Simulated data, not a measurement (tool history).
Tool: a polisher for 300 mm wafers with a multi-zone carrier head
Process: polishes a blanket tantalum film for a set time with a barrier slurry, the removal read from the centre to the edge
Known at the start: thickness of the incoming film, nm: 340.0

| run | day | flow of slurry (ml/min) | pressure of the head's centre zone | pressure of the head's middle zone | pressure of the head's edge zone | abrasive content of the slurry | polishing time (s) | film removed at the wafer's centre (nm) | film removed at mid-radius (nm) | film removed at the wafer's edge (nm) |
|---|---|---|---|---|---|---|---|---|---|---|
| 1 | 0.000 | 140 | 1.00 | 1.00 | 1.00 | 1.00 | 53 | 81.733 | 83.296 | 87.790 |
| 2 | 0.254 | 140 | 1.00 | 1.05 | 1.00 | 1.00 | 53 | 81.463 | 85.817 | 84.332 |
| 3 | 0.550 | 135 | 0.99 | 1.05 | 1.00 | 1.00 | 53 | 81.490 | 86.023 | 86.494 |
| 4 | 0.875 | 135 | 0.98 | 1.05 | 0.99 | 0.95 | 53 | 79.879 | 88.506 | 84.110 |
| 5 | 1.146 | 135 | 0.92 | 1.05 | 0.99 | 0.95 | 53 | 73.576 | 86.174 | 84.412 |
|  | 1.262 | slurry nozzle cleaned |
| 6 | 1.262 | 135 | 0.93 | 1.04 | 0.99 | 0.95 | 53 | 84.748 | 93.468 | 89.977 |

Forecast run 7:
| 7 | 1.621 | 105 | 0.89 | 1.00 | 0.98 | 0.70 | 51 | ? | ? | ? |

film removed at the wafer's centre (nm): 66.617
film removed at mid-radius (nm): 74.016
film removed at the wafer's edge (nm): 72.109

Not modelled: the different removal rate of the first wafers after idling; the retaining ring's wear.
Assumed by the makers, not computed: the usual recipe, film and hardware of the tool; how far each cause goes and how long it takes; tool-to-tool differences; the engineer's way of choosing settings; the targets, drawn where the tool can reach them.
